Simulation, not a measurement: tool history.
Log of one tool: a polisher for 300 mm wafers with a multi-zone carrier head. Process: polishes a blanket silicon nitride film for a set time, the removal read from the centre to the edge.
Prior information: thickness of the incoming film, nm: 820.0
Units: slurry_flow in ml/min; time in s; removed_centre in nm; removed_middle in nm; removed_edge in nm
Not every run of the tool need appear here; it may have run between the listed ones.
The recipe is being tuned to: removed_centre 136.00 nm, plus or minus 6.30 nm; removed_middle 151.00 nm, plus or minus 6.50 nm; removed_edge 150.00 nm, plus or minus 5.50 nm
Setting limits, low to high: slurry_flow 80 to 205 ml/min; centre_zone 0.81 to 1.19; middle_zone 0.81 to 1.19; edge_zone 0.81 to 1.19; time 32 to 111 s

Run 1, hour 0.0: slurry_flow 135 ml/min, centre_zone 1.00, middle_zone 1.00, edge_zone 1.00, time 71 s. Result: removed_centre 121.65 nm, removed_middle 121.03 nm, removed_edge 117.46 nm.
Run 2, hour 6.4: slurry_flow 140 ml/min, centre_zone 0.98, middle_zone 1.01, edge_zone 1.04, time 74 s. Result: removed_centre 123.09 nm, removed_middle 127.21 nm, removed_edge 124.58 nm.
Run 3, hour 10.5: slurry_flow 140 ml/min, centre_zone 0.98, middle_zone 1.05, edge_zone 1.04, time 74 s. Result: removed_centre 120.78 nm, removed_middle 133.20 nm, removed_edge 126.93 nm.
Run 4, hour 17.7: slurry_flow 145 ml/min, centre_zone 0.99, middle_zone 1.06, edge_zone 1.08, time 75 s. Result: removed_centre 125.41 nm, removed_middle 137.89 nm, removed_edge 133.57 nm.
Run 5, hour 21.2: slurry_flow 145 ml/min, centre_zone 0.99, middle_zone 1.06, edge_zone 1.08, time 92 s. Result: removed_centre 158.78 nm, removed_middle 166.17 nm, removed_edge 162.73 nm.
Run 6, hour 24.0: slurry_flow 135 ml/min, centre_zone 0.97, middle_zone 1.05, edge_zone 1.07, time 92 s. Result: removed_centre 147.77 nm, removed_middle 161.29 nm, removed_edge 159.75 nm.
Run 7, hour 27.0: slurry_flow 130 ml/min, centre_zone 0.97, middle_zone 1.05, edge_zone 1.06, time 92 s. Result: removed_centre 148.54 nm, removed_middle 164.34 nm, removed_edge 158.04 nm.
Run 8, hour 33.3: slurry_flow 125 ml/min, centre_zone 0.96, middle_zone 1.04, edge_zone 1.06, time 92 s. Result: removed_centre 147.12 nm, removed_middle 161.21 nm, removed_edge 156.45 nm.
Run 9, hour 36.4: slurry_flow 120 ml/min, centre_zone 0.95, middle_zone 1.03, edge_zone 1.06, time 92 s. Result: removed_centre 141.93 nm, removed_middle 157.79 nm, removed_edge 159.78 nm.

Which of these 5 next moves meets every target?
Run A, hour 39.5: slurry_flow 130 ml/min, centre_zone 0.92, middle_zone 1.16, edge_zone 1.03, time 89 s. Result: removed_centre ?, removed_middle ?, removed_edge ?.
Run B, hour 39.5: slurry_flow 120 ml/min, centre_zone 1.02, middle_zone 1.08, edge_zone 0.92, time 87 s. Result: removed_centre ?, removed_middle ?, removed_edge ?.
Run C, hour 39.5: slurry_flow 195 ml/min, centre_zone 0.94, middle_zone 1.05, edge_zone 1.15, time 80 s. Result: removed_centre ?, removed_middle ?, removed_edge ?.
Run D, hour 39.5: slurry_flow 135 ml/min, centre_zone 0.84, middle_zone 0.97, edge_zone 1.15, time 97 s. Result: removed_centre ?, removed_middle ?, removed_edge ?.
Run E, hour 39.5: slurry_flow 155 ml/min, centre_zone 1.10, middle_zone 1.13, edge_zone 1.05, time 78 s. Result: removed_centre ?, removed_middle ?, removed_edge ?.

move  removed_centre  removed_middle  removed_edge
   A          137.24          169.64        149.85
   B          146.09          153.44        137.41
   C          135.92          149.71        149.66
   D          137.40          159.94        173.96
   E          149.27          149.91        135.67
A: puts the biggest miss on target and leaves a different result outside tolerance
B: takes the result that was furthest off past its target
C: all results land within tolerance of their targets
D: the biggest miss grows against the last run
E: takes the result that was furthest off past its target
C meets every target.

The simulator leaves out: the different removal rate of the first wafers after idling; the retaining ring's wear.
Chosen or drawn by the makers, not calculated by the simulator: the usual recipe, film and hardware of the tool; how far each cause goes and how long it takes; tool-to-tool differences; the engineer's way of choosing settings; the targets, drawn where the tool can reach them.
